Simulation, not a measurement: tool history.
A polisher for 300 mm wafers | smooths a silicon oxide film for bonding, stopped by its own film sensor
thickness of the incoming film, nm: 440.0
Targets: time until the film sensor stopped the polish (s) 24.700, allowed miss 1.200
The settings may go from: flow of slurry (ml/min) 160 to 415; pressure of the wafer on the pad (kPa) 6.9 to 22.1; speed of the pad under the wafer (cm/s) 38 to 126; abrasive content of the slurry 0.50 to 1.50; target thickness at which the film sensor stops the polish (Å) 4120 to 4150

run,hour,flow of slurry (ml/min),pressure of the wafer on the pad (kPa),speed of the pad under the wafer (cm/s),abrasive content of the slurry,target thickness at which the film sensor stops the polish (Å),time until the film sensor stopped the polish (s)
1,0.0,265,14.5,82,1.00,4120,43.697
2,3.1,265,14.5,64,1.00,4120,53.796
3,10.1,265,13.1,64,1.00,4120,57.216
4,10.8,265,14.5,70,1.00,4120,49.201
5,17.4,265,17.9,70,1.00,4120,41.106
6,18.3,215,17.9,70,1.00,4120,40.632
7,21.1,215,18.6,74,1.00,4120,37.045
8,28.0,215,18.6,74,1.00,4120,37.866
9,36.2,215,19.3,78,1.00,4120,34.836
10,37.6,215,20.0,80,1.00,4120,32.542
11,44.4,215,20.0,82,1.00,4120,32.196
12,50.5,215,20.0,84,1.00,4120,31.208
13,57.9,215,20.0,86,1.00,4120,30.830
14,64.2,215,20.0,88,1.00,4120,30.767
15,72.8,215,20.0,90,1.00,4120,29.995
16,75.0,215,20.0,92,1.00,4120,29.600
# hour 82.9: worn pad replaced by a new one
17,82.9,215,20.0,94,1.00,4120,26.140

Which of these 5 next moves meets every target?
A,90.8,210,20.0,102,1.00,4150,?
B,90.8,215,19.3,94,0.95,4150,?
C,90.8,215,20.0,102,1.05,4150,?
D,90.8,245,19.3,84,1.10,4130,?
E,90.8,200,20.0,88,1.00,4120,?

move,time until the film sensor stopped the polish (s)
A,22.474
B,25.412
C,21.893
D,27.597
E,28.478
A: takes the result that was furthest off past its target
B: meets every target
C: takes the result that was furthest off past its target
D: further off than the last run
E: further off than the last run
The right move is B.

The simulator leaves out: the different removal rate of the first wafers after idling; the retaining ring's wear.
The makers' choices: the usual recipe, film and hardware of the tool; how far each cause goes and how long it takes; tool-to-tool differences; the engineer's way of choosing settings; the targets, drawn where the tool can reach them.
